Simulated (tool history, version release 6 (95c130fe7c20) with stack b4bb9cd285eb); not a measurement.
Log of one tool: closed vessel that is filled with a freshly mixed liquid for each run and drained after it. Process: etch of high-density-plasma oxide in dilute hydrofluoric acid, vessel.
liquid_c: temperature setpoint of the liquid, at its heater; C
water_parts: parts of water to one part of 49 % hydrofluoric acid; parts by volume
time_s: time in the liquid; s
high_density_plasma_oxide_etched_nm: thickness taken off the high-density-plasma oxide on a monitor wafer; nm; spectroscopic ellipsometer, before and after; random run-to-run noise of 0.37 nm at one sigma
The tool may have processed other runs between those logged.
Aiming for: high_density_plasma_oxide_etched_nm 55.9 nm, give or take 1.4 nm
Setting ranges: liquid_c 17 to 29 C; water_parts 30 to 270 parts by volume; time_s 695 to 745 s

run,hour,liquid_c,water_parts,time_s,high_density_plasma_oxide_etched_nm
1,0,21,150,695,22.185
2,4.2,21,170,695,18.737
3,7.1,21,170,695,19.084
4,12.8,22.5,150,695,23.473
5,16.5,25.5,150,695,26.238
6,23.2,26,135,695,30.206
# hour 25.7: hydrofluoric acid flow meter replaced
7,25.7,29,75,695,58.405
8,34.2,28.5,75,695,58.269
9,41.6,28.5,75,695,58.628

Which of these 5 next moves meets every target?
A,49,28.5,70,715,?
B,49,28.5,75,710,?
C,49,28,75,740,?
D,49,27.5,75,745,?
E,49,26,75,745,?

move,high_density_plasma_oxide_etched_nm
A,63.735
B,58.649
C,59.949
D,59.186
E,55.788
A: further off than the last run
B: no better and no worse than the last run
C: further off than the last run
D: further off than the last run
E: every result lands within tolerance
Answer: E

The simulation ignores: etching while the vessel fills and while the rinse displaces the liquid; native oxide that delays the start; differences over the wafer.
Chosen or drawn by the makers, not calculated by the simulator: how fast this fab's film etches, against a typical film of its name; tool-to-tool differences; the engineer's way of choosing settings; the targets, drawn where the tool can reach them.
